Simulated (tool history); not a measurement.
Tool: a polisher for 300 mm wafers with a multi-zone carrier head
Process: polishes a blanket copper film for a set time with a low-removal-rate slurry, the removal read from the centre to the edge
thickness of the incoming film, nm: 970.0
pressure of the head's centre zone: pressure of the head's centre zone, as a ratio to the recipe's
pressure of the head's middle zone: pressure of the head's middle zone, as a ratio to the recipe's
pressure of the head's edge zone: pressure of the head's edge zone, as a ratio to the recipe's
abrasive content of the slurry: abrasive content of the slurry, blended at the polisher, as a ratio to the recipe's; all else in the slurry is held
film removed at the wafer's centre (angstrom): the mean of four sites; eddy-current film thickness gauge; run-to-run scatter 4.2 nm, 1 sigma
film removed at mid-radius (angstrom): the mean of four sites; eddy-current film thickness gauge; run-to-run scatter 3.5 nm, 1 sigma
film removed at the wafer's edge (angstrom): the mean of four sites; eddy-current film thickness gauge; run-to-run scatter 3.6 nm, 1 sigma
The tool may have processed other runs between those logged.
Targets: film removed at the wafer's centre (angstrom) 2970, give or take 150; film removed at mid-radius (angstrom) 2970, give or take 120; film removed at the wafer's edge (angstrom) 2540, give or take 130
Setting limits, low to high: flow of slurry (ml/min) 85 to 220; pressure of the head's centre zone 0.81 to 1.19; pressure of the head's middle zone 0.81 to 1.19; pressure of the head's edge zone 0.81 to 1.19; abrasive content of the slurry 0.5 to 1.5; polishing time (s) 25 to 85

run  hour  flow of slurry (ml/min)  pressure of the head's centre zone  pressure of the head's middle zone  pressure of the head's edge zone  abrasive content of the slurry  polishing time (s)  film removed at the wafer's centre (angstrom)  film removed at mid-radius (angstrom)  film removed at the wafer's edge (angstrom)
  1     0                      140                                   1                                   1                                 1                               1                  55                                         1907.1                                 1938.4                                       1947.2
  2   1.9                      150                                1.03                                1.04                                 1                             1.1                  56                                         2068.7                                 2082.4                                       2031.8
  3   3.3                      150                                1.03                                1.04                                 1                               1                  56                                           2076                                 2076.6                                       1987.1
  4  11.5                      150                                1.03                                1.04                                 1                               1                  62                                         2240.3                                 2279.9                                       2198.3
  5  15.8                      160                                1.05                                1.07                                 1                            1.05                  63                                         2395.6                                 2458.6                                       2343.3
  6  16.5                      170                                1.08                                 1.1                              0.99                            1.05                  63                                         2434.4                                 2503.4                                       2330.8
  7  24.4                      175                                1.11                                1.12                              0.97                             1.1                  64                                         2662.7                                 2646.6                                       2313.5
  8  30.2                      180                                1.12                                1.13                              0.98                            1.15                  64                                         2666.1                                 2643.8                                       2374.1
  9  35.5                      185                                1.13                                1.14                              0.98                            1.15                  65                                         2723.8                                 2802.4                                       2445.3
 10  41.4                      210                                1.19                                1.13                              0.98                             1.2                  65                                           2941                                 2825.6                                         2483
 11  46.7                      210                                1.19                                1.14                              0.98                             1.2                  65                                         2977.3                                 2813.8                                       2498.3

Consider the 4 candidate settings below. Which is the only one whose results all fall within their allowed miss of target?
  A    52                      190                                1.19                                1.08                              1.15                             1.2                  63                                              ?                                      ?                                            ?
  B    52                      195                                1.19                                1.06                              0.95                               1                  69                                              ?                                      ?                                            ?
  C    52                      220                                1.19                                1.07                              0.93                            0.95                  68                                              ?                                      ?                                            ?
  D    52                      220                                1.17                                1.16                              0.96                            1.35                  65                                              ?                                      ?                                            ?

move  film removed at the wafer's centre (angstrom)  film removed at mid-radius (angstrom)  film removed at the wafer's edge (angstrom)
   A                                           2809                                   2580                                       2518.5
   B                                         2952.8                                 2669.3                                       2407.1
   C                                         2921.1                                 2657.2                                       2344.2
   D                                         3000.1                                 2966.5                                       2475.4
A: further off than the last run
B: further off than the last run
C: further off than the last run
D: meets every target
So the answer is move D, the one that meets all the targets.
